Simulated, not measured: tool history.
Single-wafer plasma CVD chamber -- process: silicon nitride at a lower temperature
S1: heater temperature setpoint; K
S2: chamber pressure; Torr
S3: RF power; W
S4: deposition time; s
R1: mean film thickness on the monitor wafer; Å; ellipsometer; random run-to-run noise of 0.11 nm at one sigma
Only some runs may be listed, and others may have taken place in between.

{"run": 1, "day": 0.0, "S1": 643.15, "S2": 2.03, "S3": 325, "S4": 32.9, "R1": 427.9}
{"run": 2, "day": 0.125, "S1": 647.15, "S2": 2.03, "S3": 325, "S4": 32.9, "R1": 427.05}
{"run": 3, "day": 0.15, "S1": 647.15, "S2": 1.96, "S3": 315, "S4": 32.9, "R1": 413.78}
{"run": 4, "day": 0.221, "S1": 640.15, "S2": 1.96, "S3": 315, "S4": 32.9, "R1": 411.8}
{"run": 5, "day": 0.271, "S1": 647.15, "S2": 1.96, "S3": 315, "S4": 32.9, "R1": 411.04}
{"run": 6, "day": 0.508, "S1": 655.15, "S2": 1.96, "S3": 315, "S4": 32.9, "R1": 410.19}
{"run": 7, "day": 0.883, "S1": 655.15, "S2": 1.89, "S3": 310, "S4": 32.9, "R1": 404.57}

Forecast run 8:
{"run": 8, "day": 1.096, "S1": 655.15, "S2": 1.83, "S3": 300, "S4": 32.9, "R1": "?"}

{"run 8": {"R1": 388.54}}
